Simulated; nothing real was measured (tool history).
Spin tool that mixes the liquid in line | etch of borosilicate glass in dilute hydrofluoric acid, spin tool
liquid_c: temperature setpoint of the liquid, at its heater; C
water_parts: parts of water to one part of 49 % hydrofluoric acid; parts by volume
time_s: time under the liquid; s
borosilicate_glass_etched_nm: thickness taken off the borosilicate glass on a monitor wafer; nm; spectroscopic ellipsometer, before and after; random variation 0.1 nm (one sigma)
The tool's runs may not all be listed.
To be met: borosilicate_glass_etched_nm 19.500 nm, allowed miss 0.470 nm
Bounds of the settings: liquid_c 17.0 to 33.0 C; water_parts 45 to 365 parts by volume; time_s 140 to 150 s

{"run": 1, "hour": 0.0, "liquid_c": 25.0, "water_parts": 205, "time_s": 140, "borosilicate_glass_etched_nm": 22.863}
{"run": 2, "hour": 4.4, "liquid_c": 25.0, "water_parts": 270, "time_s": 140, "borosilicate_glass_etched_nm": 16.302}
{"run": 3, "hour": 11.6, "liquid_c": 26.0, "water_parts": 270, "time_s": 140, "borosilicate_glass_etched_nm": 16.596}
{"run": 4, "hour": 16.1, "liquid_c": 26.0, "water_parts": 205, "time_s": 140, "borosilicate_glass_etched_nm": 23.706}
{"run": 5, "hour": 19.9, "liquid_c": 24.5, "water_parts": 205, "time_s": 140, "borosilicate_glass_etched_nm": 22.414}
{"run": 6, "hour": 24.2, "liquid_c": 23.5, "water_parts": 205, "time_s": 140, "borosilicate_glass_etched_nm": 21.794}
{"run": 7, "hour": 27.6, "liquid_c": 23.0, "water_parts": 205, "time_s": 140, "borosilicate_glass_etched_nm": 21.357}
{"run": 8, "hour": 28.7, "liquid_c": 22.5, "water_parts": 205, "time_s": 140, "borosilicate_glass_etched_nm": 21.109}
{"run": 9, "hour": 34.3, "liquid_c": 22.0, "water_parts": 205, "time_s": 140, "borosilicate_glass_etched_nm": 20.58}

Which of these 5 next moves meets every target?
{"run": "A", "hour": 39.9, "liquid_c": 17.5, "water_parts": 185, "time_s": 140, "borosilicate_glass_etched_nm": "?"}
{"run": "B", "hour": 39.9, "liquid_c": 20.0, "water_parts": 190, "time_s": 140, "borosilicate_glass_etched_nm": "?"}
{"run": "C", "hour": 39.9, "liquid_c": 20.5, "water_parts": 220, "time_s": 145, "borosilicate_glass_etched_nm": "?"}
{"run": "D", "hour": 39.9, "liquid_c": 22.0, "water_parts": 240, "time_s": 150, "borosilicate_glass_etched_nm": "?"}
{"run": "E", "hour": 39.9, "liquid_c": 20.0, "water_parts": 210, "time_s": 140, "borosilicate_glass_etched_nm": "?"}

move=A borosilicate_glass_etched_nm=19.542
move=B borosilicate_glass_etched_nm=20.860
move=C borosilicate_glass_etched_nm=18.411
move=D borosilicate_glass_etched_nm=18.057
move=E borosilicate_glass_etched_nm=18.471
A: meets every target
B: further off than the last run
C: takes the result that was furthest off past its target
D: takes the result that was furthest off past its target
E: takes the result that was furthest off past its target
The right move is A.

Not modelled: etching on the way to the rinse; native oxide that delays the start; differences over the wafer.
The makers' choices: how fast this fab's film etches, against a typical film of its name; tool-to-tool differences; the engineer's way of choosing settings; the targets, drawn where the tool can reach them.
